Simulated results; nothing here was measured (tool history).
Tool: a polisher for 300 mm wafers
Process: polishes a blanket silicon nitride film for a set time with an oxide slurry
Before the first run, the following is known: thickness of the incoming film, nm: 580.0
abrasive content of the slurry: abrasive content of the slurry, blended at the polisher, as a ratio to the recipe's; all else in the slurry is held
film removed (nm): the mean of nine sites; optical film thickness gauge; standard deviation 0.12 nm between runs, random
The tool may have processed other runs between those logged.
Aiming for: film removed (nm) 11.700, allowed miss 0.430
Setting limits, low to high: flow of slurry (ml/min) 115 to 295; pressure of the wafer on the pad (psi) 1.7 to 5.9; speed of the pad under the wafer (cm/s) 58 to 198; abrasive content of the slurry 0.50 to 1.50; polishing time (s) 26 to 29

run	hour	flow of slurry (ml/min)	pressure of the wafer on the pad (psi)	speed of the pad under the wafer (cm/s)	abrasive content of the slurry	polishing time (s)	film removed (nm)
1	0.0	190	3.8	128	1.00	29	26.280
2	4.8	190	3.1	116	1.00	29	21.819
3	5.9	190	2.7	98	0.95	29	17.151
4	7.3	190	2.1	98	0.95	29	15.105
5	11.2	190	2.1	98	0.85	29	14.255
6	13.8	160	2.1	98	0.85	29	13.883
7	19.4	155	2.0	94	0.85	29	12.961
8	26.3	150	1.9	94	0.85	29	12.860
9	33.3	150	1.8	92	0.85	29	12.018

5 candidate next runs follow, results not yet known. Just one meets every target within its allowed miss. Identify it.
A	40.3	180	2.5	82	0.75	29	?
B	40.3	165	1.7	100	0.85	26	?
C	40.3	150	1.8	94	1.00	28	?
D	40.3	185	2.2	76	0.95	29	?
E	40.3	160	2.3	104	0.65	28	?

move	film removed (nm)
A	12.585
B	11.557
C	12.953
D	12.522
E	12.794
A: its largest miss is bigger than the last run's
B: every result lands within tolerance
C: its largest miss is bigger than the last run's
D: its largest miss is bigger than the last run's
E: its largest miss is bigger than the last run's
Go with B: it meets all targets.
